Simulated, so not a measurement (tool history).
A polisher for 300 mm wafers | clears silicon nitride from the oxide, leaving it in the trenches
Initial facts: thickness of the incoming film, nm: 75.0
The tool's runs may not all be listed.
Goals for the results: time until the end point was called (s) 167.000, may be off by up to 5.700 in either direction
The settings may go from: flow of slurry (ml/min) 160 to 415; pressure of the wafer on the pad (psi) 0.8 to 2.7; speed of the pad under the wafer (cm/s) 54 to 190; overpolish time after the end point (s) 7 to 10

| run | day | flow of slurry (ml/min) | pressure of the wafer on the pad (psi) | speed of the pad under the wafer (cm/s) | overpolish time after the end point (s) | time until the end point was called (s) |
|---|---|---|---|---|---|---|
| 1 | 0.000 | 265 | 1.7 | 122 | 10 | 147.040 |
| 2 | 0.200 | 265 | 1.6 | 122 | 10 | 154.020 |
| 3 | 0.438 | 265 | 2.0 | 122 | 10 | 126.000 |
| 4 | 0.554 | 265 | 2.2 | 122 | 10 | 116.750 |
| 5 | 0.725 | 265 | 2.2 | 148 | 10 | 96.416 |
| 6 | 1.050 | 265 | 2.2 | 132 | 10 | 106.520 |
| 7 | 1.358 | 265 | 2.0 | 132 | 10 | 117.470 |
|  | 1.617 | worn pad replaced by a new one |
| 8 | 1.617 | 265 | 1.8 | 132 | 10 | 113.300 |
| 9 | 1.679 | 250 | 1.5 | 98 | 10 | 179.840 |

4 next moves are on the table. One of them brings every result within its allowed miss. Which?
| A | 1.742 | 250 | 1.8 | 96 | 10 | ? |
| B | 1.742 | 240 | 1.3 | 110 | 7 | ? |
| C | 1.742 | 180 | 1.2 | 132 | 7 | ? |
| D | 1.742 | 270 | 1.5 | 94 | 10 | ? |

| move | time until the end point was called (s) |
|---|---|
| A | 154.090 |
| B | 179.670 |
| C | 167.930 |
| D | 182.650 |
A: carries the result that was furthest off beyond its target, to the other side
B: about as far from the targets as the last run
C: in spec on every target
D: its largest miss is bigger than the last run's
The right move is C.
